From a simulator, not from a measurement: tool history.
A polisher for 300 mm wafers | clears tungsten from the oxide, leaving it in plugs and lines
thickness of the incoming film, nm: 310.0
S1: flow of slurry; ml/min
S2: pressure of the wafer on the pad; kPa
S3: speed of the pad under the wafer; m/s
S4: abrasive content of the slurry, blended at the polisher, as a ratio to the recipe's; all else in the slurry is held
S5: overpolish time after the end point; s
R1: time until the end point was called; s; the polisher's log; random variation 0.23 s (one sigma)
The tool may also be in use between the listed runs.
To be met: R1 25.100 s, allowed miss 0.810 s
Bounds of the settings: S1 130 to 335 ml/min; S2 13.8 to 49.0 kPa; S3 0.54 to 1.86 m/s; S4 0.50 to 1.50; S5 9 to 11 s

| run | hour | S1 | S2 | S3 | S4 | S5 | R1 |
|---|---|---|---|---|---|---|---|
| 1 | 0.0 | 215 | 31.0 | 1.18 | 1.00 | 11 | 40.744 |
| 2 | 2.4 | 215 | 26.2 | 1.18 | 1.00 | 11 | 46.824 |
| 3 | 7.1 | 215 | 31.0 | 1.18 | 1.00 | 11 | 40.412 |
| 4 | 12.9 | 215 | 31.0 | 1.44 | 1.00 | 11 | 33.568 |
| 5 | 19.1 | 215 | 33.1 | 1.44 | 1.00 | 11 | 31.526 |
| 6 | 24.3 | 215 | 33.1 | 1.44 | 1.00 | 11 | 31.883 |
| 7 | 24.9 | 215 | 35.2 | 1.44 | 1.00 | 11 | 29.740 |
| 8 | 28.4 | 215 | 36.5 | 1.44 | 1.00 | 11 | 29.125 |
| 9 | 33.7 | 215 | 37.9 | 1.44 | 1.00 | 11 | 27.715 |
| 10 | 42.7 | 215 | 38.6 | 1.44 | 1.00 | 11 | 27.812 |
| 11 | 50.2 | 215 | 39.3 | 1.44 | 1.00 | 11 | 26.628 |
| 12 | 52.4 | 215 | 40.0 | 1.44 | 1.00 | 11 | 26.636 |
| 13 | 54.3 | 215 | 40.7 | 1.44 | 1.00 | 11 | 25.987 |

Which of these 5 next moves meets every target?
| A | 56.2 | 215 | 41.4 | 1.40 | 1.00 | 11 | ? |
| B | 56.2 | 225 | 38.6 | 1.48 | 0.95 | 11 | ? |
| C | 56.2 | 170 | 38.6 | 1.86 | 0.90 | 11 | ? |
| D | 56.2 | 170 | 36.5 | 1.70 | 1.05 | 9 | ? |
| E | 56.2 | 245 | 39.3 | 1.46 | 0.80 | 11 | ? |

| move | R1 |
|---|---|
| A | 26.698 |
| B | 27.179 |
| C | 23.095 |
| D | 25.301 |
| E | 28.242 |
A: further off than the last run
B: further off than the last run
C: takes the result that was furthest off past its target
D: meets every target
E: further off than the last run
Move D is the one to make.

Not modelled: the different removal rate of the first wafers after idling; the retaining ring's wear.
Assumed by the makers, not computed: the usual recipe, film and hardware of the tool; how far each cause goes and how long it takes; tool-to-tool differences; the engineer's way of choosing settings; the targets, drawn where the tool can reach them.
